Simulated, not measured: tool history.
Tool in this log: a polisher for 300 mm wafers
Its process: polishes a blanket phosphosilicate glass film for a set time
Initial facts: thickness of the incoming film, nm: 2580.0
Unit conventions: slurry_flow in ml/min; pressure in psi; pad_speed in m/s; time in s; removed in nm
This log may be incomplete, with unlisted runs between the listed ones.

run	hour	slurry_flow	pressure	pad_speed	slurry_solids	time	removed
1	0.0	185	4.0	1.12	1.0	51	555.09
2	4.7	180	3.7	1.12	1.0	51	524.52
3	13.0	180	3.7	1.12	1.0	51	526.67
4	18.3	180	3.7	1.00	1.0	51	484.16
5	19.1	180	3.7	0.76	1.0	51	388.02
6	24.9	180	2.9	0.76	1.0	51	326.82
7	26.4	185	3.0	0.76	1.0	51	336.29

For run 8, what comes out?
8	34.9	190	3.0	0.76	1.0	51	?

{"run 8": {"removed": 337.2}}
